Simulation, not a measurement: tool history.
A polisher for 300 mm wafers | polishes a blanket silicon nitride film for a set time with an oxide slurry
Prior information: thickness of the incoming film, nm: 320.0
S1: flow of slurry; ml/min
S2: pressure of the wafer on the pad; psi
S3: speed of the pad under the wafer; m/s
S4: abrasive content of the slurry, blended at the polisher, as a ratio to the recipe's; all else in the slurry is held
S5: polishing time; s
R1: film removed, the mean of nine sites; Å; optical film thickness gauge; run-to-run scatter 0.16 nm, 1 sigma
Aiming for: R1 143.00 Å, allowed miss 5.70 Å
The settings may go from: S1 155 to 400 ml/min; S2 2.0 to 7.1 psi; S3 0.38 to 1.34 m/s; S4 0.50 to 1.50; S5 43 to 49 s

run	day	S1	S2	S3	S4	S5	R1
1	0.000	255	4.5	0.86	1.00	49	275.99
2	0.088	255	4.5	0.86	1.00	43	235.60
3	0.167	255	4.5	0.86	1.00	49	267.23
4	0.429	255	3.8	0.86	1.00	49	229.67
5	0.650	285	3.8	0.86	1.00	49	232.48
6	0.829	285	3.8	0.76	1.00	49	213.45
7	1.008	285	3.5	0.76	1.00	49	194.78
8	1.262	285	3.3	0.76	1.00	49	185.69
9	1.412	285	3.1	0.76	1.00	49	174.46
# day 1.712: head pressure recalibrated
10	1.712	280	3.0	0.76	1.00	49	185.10
11	1.958	285	2.8	0.74	1.00	49	175.26
12	2.196	285	2.6	0.72	1.00	49	158.91
13	2.496	285	2.1	0.72	1.00	49	129.81
14	2.575	290	2.1	0.72	1.00	49	132.34
15	2.838	290	2.2	0.72	1.00	49	137.30

Which one of the following 4 next-run settings gets every result inside its allowed miss? There is exactly one.
A	3.100	350	2.2	0.76	0.95	45	?
B	3.100	320	2.6	0.72	1.00	44	?
C	3.100	280	2.7	0.62	1.05	43	?
D	3.100	280	2.7	0.62	1.00	44	?

move	R1
A	129.85
B	145.39
C	133.56
D	133.61
A: lands further from the targets than the last run did
B: each result inside its tolerance
C: lands further from the targets than the last run did
D: lands further from the targets than the last run did
The right move is B.
